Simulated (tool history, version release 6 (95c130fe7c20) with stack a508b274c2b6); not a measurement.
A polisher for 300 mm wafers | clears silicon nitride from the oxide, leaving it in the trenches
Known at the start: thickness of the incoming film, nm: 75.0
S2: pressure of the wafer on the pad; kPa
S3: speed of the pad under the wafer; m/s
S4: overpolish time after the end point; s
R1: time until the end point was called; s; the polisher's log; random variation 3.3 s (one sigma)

run 1 hour=0 | flow_of_slurry_(ml/min)=275 S2=17.9 S3=0.82 S4=31 | R1=121.48
run 2 hour=4.9 | flow_of_slurry_(ml/min)=315 S2=17.9 S3=0.82 S4=31 | R1=118.7
run 3 hour=8.7 | flow_of_slurry_(ml/min)=355 S2=17.9 S3=0.82 S4=31 | R1=117.47
run 4 hour=11.8 | flow_of_slurry_(ml/min)=355 S2=20.7 S3=0.82 S4=31 | R1=102.9
run 5 hour=17 | flow_of_slurry_(ml/min)=355 S2=20.7 S3=0.82 S4=33 | R1=101.64
run 6 hour=25.6 | flow_of_slurry_(ml/min)=355 S2=18.6 S3=0.8 S4=33 | R1=120.27
run 7 hour=32.1 | flow_of_slurry_(ml/min)=355 S2=17.2 S3=0.8 S4=33 | R1=127.36
run 8 hour=36.9 | flow_of_slurry_(ml/min)=355 S2=15.9 S3=0.8 S4=33 | R1=137.66
run 9 hour=44 | flow_of_slurry_(ml/min)=355 S2=15.2 S3=0.8 S4=33 | R1=144.73
run 10 hour=48.6 | flow_of_slurry_(ml/min)=355 S2=14.5 S3=0.8 S4=33 | R1=149.35
run 11 hour=50.4 | flow_of_slurry_(ml/min)=355 S2=13.8 S3=0.8 S4=33 | R1=157.87

The next listed run, before its measurement:
run 12 hour=52.8 | flow_of_slurry_(ml/min)=355 S2=13.1 S3=0.8 S4=33 | R1=?

Run 12 gave R1 166.51 s.
